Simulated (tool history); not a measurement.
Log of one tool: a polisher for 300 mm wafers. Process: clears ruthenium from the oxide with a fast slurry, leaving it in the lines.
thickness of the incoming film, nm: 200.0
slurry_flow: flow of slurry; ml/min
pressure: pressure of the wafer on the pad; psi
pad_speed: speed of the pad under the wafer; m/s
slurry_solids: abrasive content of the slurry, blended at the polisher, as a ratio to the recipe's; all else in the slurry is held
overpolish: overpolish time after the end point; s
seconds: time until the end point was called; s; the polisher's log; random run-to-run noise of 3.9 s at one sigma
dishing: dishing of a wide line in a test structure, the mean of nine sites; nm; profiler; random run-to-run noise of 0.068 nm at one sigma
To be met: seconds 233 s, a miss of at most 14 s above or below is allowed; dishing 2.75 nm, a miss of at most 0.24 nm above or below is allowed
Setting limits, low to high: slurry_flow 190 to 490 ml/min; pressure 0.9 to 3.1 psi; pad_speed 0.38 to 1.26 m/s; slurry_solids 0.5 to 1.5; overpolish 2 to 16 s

run	hour	slurry_flow	pressure	pad_speed	slurry_solids	overpolish	seconds	dishing
1	0	315	2	0.82	1	8	97.61	11.287
2	3.6	315	2	0.68	1	8	117.75	9.8864
3	10.8	315	1.9	0.66	0.95	7	132.28	8.1007
4	18.9	315	1.9	0.46	0.95	7	188.14	5.9288
5	20.1	315	1.8	0.46	0.95	6	193.78	4.7495
6	22.3	315	1.8	0.58	0.95	6	159.4	5.8194
7	31.1	315	1.7	0.58	0.95	6	165.83	5.2961
8	33.3	315	1.6	0.58	0.95	6	173.73	5.2926
9	39	315	1.5	0.58	0.95	6	182.01	4.9761
10	43.4	315	1.4	0.58	0.95	6	196.61	4.8429
11	51.7	315	1.3	0.58	0.95	5	210.98	3.6964

Which one of the following 5 next-run settings gets every result inside its allowed miss? There is exactly one.
A	60	260	1.1	0.68	1	5	?	?
B	60	300	1.1	0.6	1.05	4	?	?
C	60	335	1.4	0.5	0.9	5	?	?
D	60	340	1.3	0.6	1.05	4	?	?
E	60	390	1.4	0.56	1	4	?	?

move	seconds	dishing
A	217.45	3.6243
B	236.41	2.695
C	237.08	3.3351
D	199.35	3.1787
E	200.43	3.1621
A: closes in on the targets versus the last run, not all within tolerance yet
B: every result lands within tolerance
C: closes in on the targets versus the last run, not all within tolerance yet
D: closes in on the targets versus the last run, not all within tolerance yet
E: closes in on the targets versus the last run, not all within tolerance yet
Move B is the one to make.
